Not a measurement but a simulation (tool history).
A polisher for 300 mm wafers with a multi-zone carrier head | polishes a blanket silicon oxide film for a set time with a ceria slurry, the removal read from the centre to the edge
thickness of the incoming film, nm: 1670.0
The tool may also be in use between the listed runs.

| run | hour | flow of slurry (ml/min) | pressure of the head's centre zone | pressure of the head's middle zone | pressure of the head's edge zone | polishing time (s) | film removed at the wafer's centre (nm) | film removed at mid-radius (nm) | film removed at the wafer's edge (nm) |
|---|---|---|---|---|---|---|---|---|---|
| 1 | 0 | 125 | 1 | 1 | 1 | 63 | 202.37 | 191.7 | 199.45 |
| 2 | 3.3 | 135 | 0.99 | 1.03 | 1 | 66 | 207.45 | 208.99 | 209.83 |
| 3 | 12.3 | 140 | 1 | 1.05 | 1 | 69 | 223.67 | 228.42 | 222.17 |
| 4 | 19.1 | 145 | 1 | 1.07 | 1.01 | 71 | 231.66 | 236.58 | 226.22 |
| 5 | 26.9 | 150 | 0.99 | 1.08 | 1.01 | 74 | 237.52 | 252.12 | 242.39 |
| 6 | 33 | 150 | 0.99 | 1.08 | 1.07 | 74 | 239.92 | 251.51 | 242.08 |
| 7 | 35.1 | 155 | 0.99 | 1.1 | 1.07 | 76 | 246.64 | 262.16 | 258.21 |
| 8 | 37.6 | 160 | 0.99 | 1.11 | 1.05 | 77 | 251.1 | 272.17 | 255 |
| 9 | 40.4 | 165 | 0.99 | 1.12 | 1.05 | 78 | 260.36 | 278.9 | 258.98 |
| 10 | 45.9 | 165 | 0.98 | 1.13 | 1.04 | 79 | 258.53 | 283.64 | 264.08 |
| 11 | 52.5 | 170 | 0.97 | 1.14 | 1.02 | 80 | 270.36 | 286.76 | 263.81 |
| 12 | 55 | 165 | 1 | 1.15 | 1.04 | 81 | 270.94 | 296.85 | 270.32 |
| 13 | 57.9 | 160 | 0.99 | 1.16 | 1.02 | 83 | 276.98 | 299.71 | 275.99 |
| 14 | 61.4 | 160 | 0.99 | 1.16 | 1.02 | 83 | 269.77 | 304.85 | 273.43 |
| 15 | 70 | 160 | 0.99 | 1.16 | 1.01 | 84 | 274.76 | 308.1 | 273.2 |
| 16 | 74.9 | 160 | 0.98 | 1.16 | 1.01 | 85 | 278.92 | 311.29 | 282.4 |

Run 17, settings as shown, results not yet in. Your forecast:
| 17 | 79.6 | 160 | 0.97 | 1.16 | 0.99 | 86 | ? | ? | ? |

film removed at the wafer's centre (nm): 287.17
film removed at mid-radius (nm): 313.53
film removed at the wafer's edge (nm): 285.22
